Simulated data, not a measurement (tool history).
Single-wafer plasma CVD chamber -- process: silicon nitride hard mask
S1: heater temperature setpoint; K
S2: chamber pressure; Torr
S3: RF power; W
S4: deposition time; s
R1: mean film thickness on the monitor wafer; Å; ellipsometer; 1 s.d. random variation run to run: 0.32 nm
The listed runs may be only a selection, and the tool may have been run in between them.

run,day,S1,S2,S3,S4,R1
1,0.000,648.15,1.95,350,37.3,502.53
2,0.046,648.15,1.79,350,37.3,485.59
3,0.196,648.15,1.52,350,37.3,462.60
4,0.554,648.15,1.62,355,37.3,478.15
5,0.588,648.15,1.62,375,37.3,489.63
6,0.862,648.15,1.62,350,37.3,473.82
7,1.112,648.15,1.71,355,37.3,486.65
8,1.254,648.15,1.79,360,37.3,494.90
9,1.338,648.15,1.87,365,37.3,501.12
10,1.592,648.15,1.93,370,37.3,516.49

The next listed run, before its measurement:
11,1.775,648.15,1.99,370,37.3,?

Run 11 measured R1 522.06 Å.
